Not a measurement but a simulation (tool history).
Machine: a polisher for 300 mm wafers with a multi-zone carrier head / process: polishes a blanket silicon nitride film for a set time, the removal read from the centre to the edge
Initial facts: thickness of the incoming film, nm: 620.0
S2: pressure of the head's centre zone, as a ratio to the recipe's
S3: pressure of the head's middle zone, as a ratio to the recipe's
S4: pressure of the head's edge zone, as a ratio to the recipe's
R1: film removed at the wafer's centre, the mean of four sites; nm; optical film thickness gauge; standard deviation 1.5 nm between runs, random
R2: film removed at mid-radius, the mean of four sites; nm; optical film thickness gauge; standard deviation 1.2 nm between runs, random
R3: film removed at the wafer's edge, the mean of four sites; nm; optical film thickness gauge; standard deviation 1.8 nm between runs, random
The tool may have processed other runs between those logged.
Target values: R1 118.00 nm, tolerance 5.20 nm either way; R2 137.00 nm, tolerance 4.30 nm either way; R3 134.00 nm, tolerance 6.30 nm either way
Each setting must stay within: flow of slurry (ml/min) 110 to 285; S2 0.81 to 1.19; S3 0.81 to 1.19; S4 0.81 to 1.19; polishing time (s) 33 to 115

Run 1, hour 0.0: flow of slurry (ml/min) 180, S2 1.00, S3 1.00, S4 1.00, polishing time (s) 73. Result: R1 147.54 nm, R2 143.39 nm, R3 142.82 nm.
Run 2, hour 3.4: flow of slurry (ml/min) 180, S2 1.00, S3 1.00, S4 0.94, polishing time (s) 73. Result: R1 145.72 nm, R2 144.65 nm, R3 135.49 nm.
Run 3, hour 9.8: flow of slurry (ml/min) 165, S2 0.95, S3 1.00, S4 0.95, polishing time (s) 73. Result: R1 136.38 nm, R2 142.37 nm, R3 136.87 nm.
Run 4, hour 11.9: flow of slurry (ml/min) 165, S2 0.95, S3 1.00, S4 0.98, polishing time (s) 73. Result: R1 136.83 nm, R2 143.48 nm, R3 142.15 nm.
Run 5, hour 13.9: flow of slurry (ml/min) 165, S2 0.95, S3 1.00, S4 1.04, polishing time (s) 73. Result: R1 136.25 nm, R2 143.16 nm, R3 144.12 nm.
Run 6, hour 18.2: flow of slurry (ml/min) 165, S2 0.95, S3 1.00, S4 1.04, polishing time (s) 91. Result: R1 172.38 nm, R2 177.35 nm, R3 184.30 nm.
Run 7, hour 20.4: flow of slurry (ml/min) 160, S2 0.92, S3 0.99, S4 1.00, polishing time (s) 85. Result: R1 153.27 nm, R2 162.78 nm, R3 167.92 nm.
Run 8, hour 24.5: flow of slurry (ml/min) 155, S2 0.90, S3 0.99, S4 0.97, polishing time (s) 81. Result: R1 140.08 nm, R2 154.58 nm, R3 152.53 nm.
Run 9, hour 32.6: flow of slurry (ml/min) 150, S2 0.88, S3 0.97, S4 0.94, polishing time (s) 80. Result: R1 136.03 nm, R2 148.86 nm, R3 146.12 nm.
Run 10, hour 40.4: flow of slurry (ml/min) 145, S2 0.86, S3 0.96, S4 0.93, polishing time (s) 79. Result: R1 131.84 nm, R2 145.22 nm, R3 144.97 nm.
Run 11, hour 41.4: flow of slurry (ml/min) 140, S2 0.84, S3 0.96, S4 0.92, polishing time (s) 78. Result: R1 128.57 nm, R2 141.24 nm, R3 144.94 nm.

Consider the 5 candidate settings below. Which is the only one whose results all fall within their allowed miss of target?
Run A, hour 42.4: flow of slurry (ml/min) 120, S2 0.81, S3 0.86, S4 1.03, polishing time (s) 80. Result: R1 ?, R2 ?, R3 ?.
Run B, hour 42.4: flow of slurry (ml/min) 155, S2 0.94, S3 0.95, S4 0.87, polishing time (s) 74. Result: R1 ?, R2 ?, R3 ?.
Run C, hour 42.4: flow of slurry (ml/min) 135, S2 0.84, S3 0.97, S4 0.92, polishing time (s) 68. Result: R1 ?, R2 ?, R3 ?.
Run D, hour 42.4: flow of slurry (ml/min) 170, S2 1.02, S3 1.15, S4 0.81, polishing time (s) 66. Result: R1 ?, R2 ?, R3 ?.
Run E, hour 42.4: flow of slurry (ml/min) 155, S2 0.87, S3 1.03, S4 1.01, polishing time (s) 69. Result: R1 ?, R2 ?, R3 ?.

move      R1      R2      R3
   A  121.68  128.44  151.10
   B  137.48  137.35  135.20
   C  110.66  124.51  124.46
   D  134.61  146.71  118.21
   E  119.97  137.11  134.67
A: corrects the largest miss of the last run, while another result sits out of spec
B: the biggest miss grows against the last run
C: pushes the last run's worst result past its target
D: the biggest miss grows against the last run
E: in spec on every target
Answer: E

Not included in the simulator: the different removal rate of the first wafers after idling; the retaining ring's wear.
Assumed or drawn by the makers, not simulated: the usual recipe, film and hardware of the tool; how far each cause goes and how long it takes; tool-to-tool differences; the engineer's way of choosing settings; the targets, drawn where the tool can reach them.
